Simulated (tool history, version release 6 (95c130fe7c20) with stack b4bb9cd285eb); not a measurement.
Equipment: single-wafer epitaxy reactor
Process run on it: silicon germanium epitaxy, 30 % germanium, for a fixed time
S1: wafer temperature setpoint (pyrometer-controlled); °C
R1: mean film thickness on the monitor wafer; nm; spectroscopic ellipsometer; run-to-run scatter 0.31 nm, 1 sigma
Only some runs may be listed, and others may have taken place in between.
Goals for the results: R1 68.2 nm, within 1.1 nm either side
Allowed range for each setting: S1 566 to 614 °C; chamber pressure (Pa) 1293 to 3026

run 1 hour=0 | S1=590 chamber_pressure_(Pa)=2160 | R1=46.022
run 2 hour=6.9 | S1=592 chamber_pressure_(Pa)=2160 | R1=47.721
run 3 hour=12.6 | S1=592 chamber_pressure_(Pa)=2533 | R1=51.413
run 4 hour=13.2 | S1=594 chamber_pressure_(Pa)=2533 | R1=53.715
run 5 hour=17.2 | S1=603 chamber_pressure_(Pa)=2533 | R1=64.724
run 6 hour=21.9 | S1=595 chamber_pressure_(Pa)=2533 | R1=54.746
run 7 hour=25.9 | S1=596 chamber_pressure_(Pa)=2533 | R1=55.887
run 8 hour=27.1 | S1=597 chamber_pressure_(Pa)=2533 | R1=57.125

Pick the move, out of 4, that brings all results within their allowed miss; only one does.
run A hour=28.3 | S1=602 chamber_pressure_(Pa)=2773 | R1=?
run B hour=28.3 | S1=607 chamber_pressure_(Pa)=2400 | R1=?
run C hour=28.3 | S1=603 chamber_pressure_(Pa)=2546 | R1=?
run D hour=28.3 | S1=581 chamber_pressure_(Pa)=2960 | R1=?

move=A R1=66.343
move=B R1=68.908
move=C R1=65.201
move=D R1=43.72
A: closes in on the targets versus the last run, not all within tolerance yet
B: in spec on every target
C: closes in on the targets versus the last run, not all within tolerance yet
D: moves away from the targets compared with the last run
The move that meets every target is B.
